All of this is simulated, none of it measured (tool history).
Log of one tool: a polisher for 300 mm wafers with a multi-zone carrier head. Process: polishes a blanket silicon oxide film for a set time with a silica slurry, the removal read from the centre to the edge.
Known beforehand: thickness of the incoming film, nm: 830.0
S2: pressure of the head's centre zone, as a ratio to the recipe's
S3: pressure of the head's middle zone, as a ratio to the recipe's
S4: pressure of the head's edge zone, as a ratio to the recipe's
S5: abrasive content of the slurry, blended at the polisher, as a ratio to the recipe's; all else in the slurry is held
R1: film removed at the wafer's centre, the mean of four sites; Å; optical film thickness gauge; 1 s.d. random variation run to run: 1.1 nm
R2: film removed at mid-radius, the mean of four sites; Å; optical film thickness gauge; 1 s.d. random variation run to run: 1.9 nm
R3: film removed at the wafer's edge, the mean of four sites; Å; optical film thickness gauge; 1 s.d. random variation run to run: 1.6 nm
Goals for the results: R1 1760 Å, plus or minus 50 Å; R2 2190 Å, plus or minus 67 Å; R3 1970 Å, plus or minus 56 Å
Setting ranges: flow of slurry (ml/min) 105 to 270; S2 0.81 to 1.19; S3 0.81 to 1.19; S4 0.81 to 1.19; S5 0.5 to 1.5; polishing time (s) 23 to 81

run 1 hour=0 | flow_of_slurry_(ml/min)=175 S2=1 S3=1 S4=1 S5=1 polishing_time_(s)=52 | R1=2699.5 R2=2831.6 R3=2709.9
run 2 hour=7.7 | flow_of_slurry_(ml/min)=175 S2=1 S3=1 S4=1 S5=1.15 polishing_time_(s)=52 | R1=2867.5 R2=2940.2 R3=2904
run 3 hour=10.2 | flow_of_slurry_(ml/min)=175 S2=1 S3=1.06 S4=1 S5=1.15 polishing_time_(s)=52 | R1=2894.1 R2=3084.9 R3=2935.3
run 4 hour=11.4 | flow_of_slurry_(ml/min)=160 S2=0.95 S3=1.01 S4=0.96 S5=0.95 polishing_time_(s)=52 | R1=2526.3 R2=2745.9 R3=2573.4
run 5 hour=12.8 | flow_of_slurry_(ml/min)=160 S2=0.95 S3=1.01 S4=0.96 S5=1.15 polishing_time_(s)=52 | R1=2739.9 R2=2935.7 R3=2853.8
run 6 hour=15.4 | flow_of_slurry_(ml/min)=150 S2=0.91 S3=1 S4=0.96 S5=0.95 polishing_time_(s)=51 | R1=2367.7 R2=2606.2 R3=2541.3
run 7 hour=19.6 | flow_of_slurry_(ml/min)=145 S2=0.88 S3=1.01 S4=0.95 S5=0.8 polishing_time_(s)=51 | R1=2134.3 R2=2444.3 R3=2349.2
run 8 hour=20.3 | flow_of_slurry_(ml/min)=140 S2=0.86 S3=1.02 S4=0.93 S5=0.7 polishing_time_(s)=51 | R1=1983 R2=2289.6 R3=2131.6
run 9 hour=27.1 | flow_of_slurry_(ml/min)=135 S2=0.84 S3=1.04 S4=0.93 S5=0.65 polishing_time_(s)=51 | R1=1869.7 R2=2228.9 R3=2078.3
run 10 hour=33.2 | flow_of_slurry_(ml/min)=130 S2=0.83 S3=1.05 S4=0.92 S5=0.65 polishing_time_(s)=51 | R1=1839 R2=2210.2 R3=2054.5

Exercise: of the 5 proposed moves below, exactly one satisfies all targets within the stated allowed misses. Which move is it?
run A hour=39.3 | flow_of_slurry_(ml/min)=140 S2=0.87 S3=1.02 S4=0.9 S5=0.55 polishing_time_(s)=51 | R1=? R2=? R3=?
run B hour=39.3 | flow_of_slurry_(ml/min)=120 S2=0.81 S3=1.05 S4=0.91 S5=0.7 polishing_time_(s)=45 | R1=? R2=? R3=?
run C hour=39.3 | flow_of_slurry_(ml/min)=125 S2=0.81 S3=0.98 S4=0.97 S5=0.55 polishing_time_(s)=52 | R1=? R2=? R3=?
run D hour=39.3 | flow_of_slurry_(ml/min)=150 S2=0.84 S3=1.06 S4=0.93 S5=0.75 polishing_time_(s)=42 | R1=? R2=? R3=?
run E hour=39.3 | flow_of_slurry_(ml/min)=115 S2=0.83 S3=1.07 S4=0.91 S5=0.6 polishing_time_(s)=52 | R1=? R2=? R3=?

move=A R1=1762.2 R2=2008 R3=1889.4
move=B R1=1637.5 R2=1999.9 R3=1865.8
move=C R1=1682.4 R2=1960.7 R3=1972.2
move=D R1=1679.3 R2=2007.2 R3=1862.2
move=E R1=1764.7 R2=2150.3 R3=1984
A: brings the last run's worst result on target, with another outside its allowed miss
B: the result that was furthest off in the last run now lies on the other side of its target
C: the result that was furthest off in the last run now lies on the other side of its target
D: the result that was furthest off in the last run now lies on the other side of its target
E: every result lands within tolerance
The right move is E.

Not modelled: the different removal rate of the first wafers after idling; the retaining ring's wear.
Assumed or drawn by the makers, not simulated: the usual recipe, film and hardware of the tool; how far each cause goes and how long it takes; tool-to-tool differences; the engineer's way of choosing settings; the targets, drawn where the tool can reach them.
